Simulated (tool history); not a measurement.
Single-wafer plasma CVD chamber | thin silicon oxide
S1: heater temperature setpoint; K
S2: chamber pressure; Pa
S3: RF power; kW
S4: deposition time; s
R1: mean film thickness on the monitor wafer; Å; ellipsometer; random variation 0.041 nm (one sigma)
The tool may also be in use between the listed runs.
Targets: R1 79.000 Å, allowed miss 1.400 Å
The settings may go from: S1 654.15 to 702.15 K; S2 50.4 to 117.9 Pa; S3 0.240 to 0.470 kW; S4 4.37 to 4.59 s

run,day,S1,S2,S3,S4,R1
1,0.000,678.15,84.1,0.355,4.59,68.444
2,0.246,673.15,84.1,0.355,4.59,68.226
3,0.533,673.15,84.1,0.355,4.37,64.803
4,0.617,673.15,73.1,0.355,4.37,56.591
5,0.808,673.15,58.4,0.355,4.37,45.797
6,1.092,666.15,58.4,0.355,4.37,46.132
7,1.171,666.15,75.2,0.365,4.38,58.733
8,1.533,666.15,78.3,0.365,4.38,61.461
9,1.604,666.15,80.8,0.365,4.38,63.433
10,1.867,666.15,83.1,0.365,4.38,65.354
11,2.083,666.15,85.1,0.365,4.38,66.758

Which of these 5 next moves meets every target?
A,2.300,667.15,93.6,0.380,4.49,?
B,2.300,658.15,92.7,0.410,4.44,?
C,2.300,666.15,89.7,0.405,4.59,?
D,2.300,663.15,91.6,0.360,4.59,?
E,2.300,669.15,94.1,0.390,4.59,?

move,R1
A,75.773
B,76.276
C,75.750
D,75.023
E,78.311
A: nearer than the last run, and not there yet
B: nearer than the last run, and not there yet
C: nearer than the last run, and not there yet
D: nearer than the last run, and not there yet
E: meets every target
Answer: E
